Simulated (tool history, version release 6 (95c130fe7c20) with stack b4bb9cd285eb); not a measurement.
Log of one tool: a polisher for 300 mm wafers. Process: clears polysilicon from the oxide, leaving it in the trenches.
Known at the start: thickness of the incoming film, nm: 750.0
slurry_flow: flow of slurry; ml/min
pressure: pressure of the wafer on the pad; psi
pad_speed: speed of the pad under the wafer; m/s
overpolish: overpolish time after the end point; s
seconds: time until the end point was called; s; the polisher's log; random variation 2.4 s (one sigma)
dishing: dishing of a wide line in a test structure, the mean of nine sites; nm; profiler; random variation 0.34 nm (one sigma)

run 1 hour=0 | slurry_flow=210 pressure=1.9 pad_speed=1.1 overpolish=24 | seconds=75.698 dishing=43.205
run 2 hour=3.5 | slurry_flow=185 pressure=1.9 pad_speed=1.1 overpolish=24 | seconds=78.765 dishing=42.571
run 3 hour=7.7 | slurry_flow=180 pressure=1.8 pad_speed=1.1 overpolish=22 | seconds=82.251 dishing=41.563
run 4 hour=15.1 | slurry_flow=175 pressure=1.7 pad_speed=1.08 overpolish=20 | seconds=88.882 dishing=41.384
run 5 hour=17.2 | slurry_flow=175 pressure=1.7 pad_speed=1.3 overpolish=20 | seconds=79.009 dishing=41.738
run 6 hour=18.7 | slurry_flow=215 pressure=1.7 pad_speed=1.3 overpolish=20 | seconds=78.047 dishing=41.416
run 7 hour=25.1 | slurry_flow=205 pressure=1.6 pad_speed=1.28 overpolish=19 | seconds=83.829 dishing=41.853
run 8 hour=27.1 | slurry_flow=195 pressure=1.5 pad_speed=1.26 overpolish=18 | seconds=88.088 dishing=42.723
run 9 hour=33.6 | slurry_flow=195 pressure=1.5 pad_speed=1.26 overpolish=18 | seconds=92.116 dishing=40.908
run 10 hour=41.6 | slurry_flow=190 pressure=1.4 pad_speed=1.26 overpolish=17 | seconds=96.446 dishing=41.498
run 11 hour=43.1 | slurry_flow=185 pressure=1.3 pad_speed=1.24 overpolish=16 | seconds=102.34 dishing=40.455
run 12 hour=45.6 | slurry_flow=185 pressure=1.3 pad_speed=1.24 overpolish=16 | seconds=106.69 dishing=41.248
run 13 hour=52.1 | slurry_flow=180 pressure=1.3 pad_speed=1.24 overpolish=15 | seconds=103.14 dishing=40.433
run 14 hour=57.9 | slurry_flow=175 pressure=1.3 pad_speed=1.2 overpolish=14 | seconds=108.73 dishing=40.4
run 15 hour=61.1 | slurry_flow=170 pressure=1.3 pad_speed=1.16 overpolish=13 | seconds=112.93 dishing=39.358
run 16 hour=63 | slurry_flow=165 pressure=1.3 pad_speed=1.1 overpolish=12 | seconds=115.3 dishing=37.886
run 17 hour=70.2 | slurry_flow=160 pressure=1.3 pad_speed=1.04 overpolish=11 | seconds=120.38 dishing=37.036

The next listed run, before its measurement:
run 18 hour=72.5 | slurry_flow=155 pressure=1.3 pad_speed=0.98 overpolish=11 | seconds=? dishing=?

{"run 18": {"seconds": 128.76, "dishing": 35.449}}
